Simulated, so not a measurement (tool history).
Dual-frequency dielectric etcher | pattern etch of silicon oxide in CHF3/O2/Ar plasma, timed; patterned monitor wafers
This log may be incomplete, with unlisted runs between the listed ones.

run  hour  source power (kW)  bias power (kW)  etch time (s)  mean etch depth across the wafer (angstrom)
  1   0.0              0.700            0.165            710                                        13645
  2   8.8              0.730            0.165            710                                        13804
  3  16.8              0.760            0.165            710                                        14057
  4  23.2              0.630            0.165            710                                        13263
  5  26.7              0.690            0.166            710                                        13641
  6  32.5              0.690            0.166            710                                        13625
  7  41.3              0.730            0.167            710                                        13907
  8  45.5              0.760            0.167            710                                        14065

Run 9 has not been measured yet. What should we expect?
  9  52.8              0.780            0.167            710                                            ?

mean etch depth across the wafer (angstrom): 14207

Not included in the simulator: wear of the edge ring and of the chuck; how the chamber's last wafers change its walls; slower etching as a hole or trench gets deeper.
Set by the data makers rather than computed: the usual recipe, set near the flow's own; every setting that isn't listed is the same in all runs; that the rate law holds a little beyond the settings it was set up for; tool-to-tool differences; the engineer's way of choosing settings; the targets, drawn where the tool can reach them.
